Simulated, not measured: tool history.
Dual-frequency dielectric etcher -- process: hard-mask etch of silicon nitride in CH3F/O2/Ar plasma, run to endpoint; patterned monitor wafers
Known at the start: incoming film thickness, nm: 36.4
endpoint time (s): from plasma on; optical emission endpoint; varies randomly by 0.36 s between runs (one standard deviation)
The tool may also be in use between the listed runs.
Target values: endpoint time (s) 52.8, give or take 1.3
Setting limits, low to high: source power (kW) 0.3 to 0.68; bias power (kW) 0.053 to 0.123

Run 1, hour 0: source power (kW) 0.49, bias power (kW) 0.088. Result: endpoint time (s) 45.033.
Run 2, hour 0.5: source power (kW) 0.42, bias power (kW) 0.088. Result: endpoint time (s) 49.562.
Run 3, hour 9.3: source power (kW) 0.34, bias power (kW) 0.088. Result: endpoint time (s) 58.682.
Run 4, hour 13.9: source power (kW) 0.42, bias power (kW) 0.088. Result: endpoint time (s) 49.911.
Run 5, hour 14.5: source power (kW) 0.46, bias power (kW) 0.088. Result: endpoint time (s) 46.379.
Run 6, hour 23.1: source power (kW) 0.46, bias power (kW) 0.078. Result: endpoint time (s) 48.623.
Run 7, hour 31.4: source power (kW) 0.45, bias power (kW) 0.078. Result: endpoint time (s) 48.658.
Run 8, hour 33.3: source power (kW) 0.44, bias power (kW) 0.078. Result: endpoint time (s) 49.914.
Run 9, hour 36.2: source power (kW) 0.43, bias power (kW) 0.078. Result: endpoint time (s) 50.869.

Which single option among these 4 for the next run brings every result within its allowed miss of target? Just one does.
Run A, hour 39.1: source power (kW) 0.44, bias power (kW) 0.08. Result: endpoint time (s) ?.
Run B, hour 39.1: source power (kW) 0.46, bias power (kW) 0.075. Result: endpoint time (s) ?.
Run C, hour 39.1: source power (kW) 0.43, bias power (kW) 0.067. Result: endpoint time (s) ?.
Run D, hour 39.1: source power (kW) 0.45, bias power (kW) 0.071. Result: endpoint time (s) ?.

move  endpoint time (s)
   A             48.814
   B             48.256
   C             51.863
   D             49.624
A: its largest miss is bigger than the last run's
B: its largest miss is bigger than the last run's
C: meets every target
D: its largest miss is bigger than the last run's
Correct choice: C, which meets every target

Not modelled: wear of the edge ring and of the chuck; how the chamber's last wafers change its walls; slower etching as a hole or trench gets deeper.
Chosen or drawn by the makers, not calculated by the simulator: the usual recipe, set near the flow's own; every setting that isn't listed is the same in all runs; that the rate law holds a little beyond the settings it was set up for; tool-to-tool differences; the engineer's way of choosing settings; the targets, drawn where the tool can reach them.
